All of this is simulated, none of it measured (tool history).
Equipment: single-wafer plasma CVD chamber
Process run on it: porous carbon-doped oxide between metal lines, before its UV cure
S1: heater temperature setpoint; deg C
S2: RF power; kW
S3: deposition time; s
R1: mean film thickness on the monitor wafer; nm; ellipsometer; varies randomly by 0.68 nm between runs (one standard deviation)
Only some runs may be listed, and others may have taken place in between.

| run | hour | S1 | S2 | S3 | R1 |
|---|---|---|---|---|---|
| 1 | 0.0 | 280 | 0.555 | 37.8 | 230.03 |
| 2 | 2.5 | 280 | 0.615 | 37.8 | 244.48 |
| 3 | 10.5 | 283 | 0.585 | 37.7 | 233.40 |
| 4 | 15.5 | 286 | 0.555 | 37.6 | 221.16 |
| 5 | 23.0 | 288 | 0.530 | 37.5 | 209.50 |
| 6 | 24.9 | 290 | 0.515 | 37.5 | 203.27 |
| 7 | 26.0 | 292 | 0.500 | 37.5 | 197.29 |

Run 8 comes next. What will it give?
| 8 | 30.4 | 294 | 0.490 | 37.5 | ? |

Run 8 measured R1 192.82 nm.
